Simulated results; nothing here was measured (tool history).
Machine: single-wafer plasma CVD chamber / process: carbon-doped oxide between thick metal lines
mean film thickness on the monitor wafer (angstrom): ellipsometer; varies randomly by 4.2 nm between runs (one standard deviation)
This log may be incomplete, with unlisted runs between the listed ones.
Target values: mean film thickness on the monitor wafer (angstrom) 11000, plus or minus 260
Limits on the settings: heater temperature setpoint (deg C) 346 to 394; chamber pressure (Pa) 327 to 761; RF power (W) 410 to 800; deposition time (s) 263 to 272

run  hour  heater temperature setpoint (deg C)  chamber pressure (Pa)  RF power (W)  deposition time (s)  mean film thickness on the monitor wafer (angstrom)
  1     0                                  370                    544           605                  263                                                13780
  2   3.6                                  370                    544           690                  263                                                15497
  3   8.6                                  371                    525           655                  263                                                14612
  4  16.1                                  371                    525           685                  263                                                15078
  5  23.3                                  371                    525           655                  263                                                14632
  6  29.5                                  371                    525           655                  263                                                14569
  7  38.5                                  372                    500           630                  263                                                14000
  8  43.7                                  381                    391           535                  263                                                11486
  9  47.6                                  382                    384           535                  263                                                11498
 10  49.1                                  382                    376           535                  263                                                11427
 11  54.6                                  383                    369           535                  263                                                11385
 12  60.4                                  383                    363           535                  263                                                11418
 13  67.6                                  383                    357           535                  263                                                11332
 14  70.1                                  383                    352           535                  263                                                11405
 15  75.1                                  384                    348           535                  263                                                11282
 16    80                                  384                    344           535                  263                                                11277
 17  88.6                                  384                    341           535                  263                                                11312
 18  93.1                                  384                    339           535                  263                                                11286
 19  98.2                                  384                    337           535                  263                                                11397
 20   101                                  385                    337           535                  263                                                11335

Below are 4 possible settings for the next run. Only one of them brings all results inside the allowed miss of their targets. Which is it?
  A  103.8                                  394                    337           535                  263                                                    ?
  B  103.8                                  384                    380           490                  263                                                    ?
  C  103.8                                  392                    327           500                  265                                                    ?
  D  103.8                                  392                    363           490                  263                                                    ?

move  mean film thickness on the monitor wafer (angstrom)
   A                                                11044
   B                                                10395
   C                                                10424
   D                                                10187
A: in spec on every target
B: pushes the last run's worst result past its target
C: pushes the last run's worst result past its target
D: pushes the last run's worst result past its target
So the answer is move A, the one that meets all the targets.
